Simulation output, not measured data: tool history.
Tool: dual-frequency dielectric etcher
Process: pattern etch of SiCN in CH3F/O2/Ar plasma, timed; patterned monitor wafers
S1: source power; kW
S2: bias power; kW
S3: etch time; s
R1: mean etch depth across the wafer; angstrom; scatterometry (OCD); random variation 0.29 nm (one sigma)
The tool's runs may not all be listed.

run 1 day=0.000 | S1=0.490 S2=0.089 S3=89.5 | R1=474.28
run 2 day=0.267 | S1=0.490 S2=0.089 S3=89.5 | R1=471.14
run 3 day=0.317 | S1=0.550 S2=0.089 S3=89.5 | R1=487.83
run 4 day=0.633 | S1=0.570 S2=0.092 S3=89.5 | R1=492.17
run 5 day=0.838 | S1=0.600 S2=0.092 S3=89.5 | R1=504.20
run 6 day=0.971 | S1=0.600 S2=0.085 S3=89.5 | R1=490.93
run 7 day=1.121 | S1=0.610 S2=0.089 S3=89.5 | R1=501.81

Forecast run 8:
run 8 day=1.279 | S1=0.620 S2=0.092 S3=89.5 | R1=?

R1: 508.23 angstrom

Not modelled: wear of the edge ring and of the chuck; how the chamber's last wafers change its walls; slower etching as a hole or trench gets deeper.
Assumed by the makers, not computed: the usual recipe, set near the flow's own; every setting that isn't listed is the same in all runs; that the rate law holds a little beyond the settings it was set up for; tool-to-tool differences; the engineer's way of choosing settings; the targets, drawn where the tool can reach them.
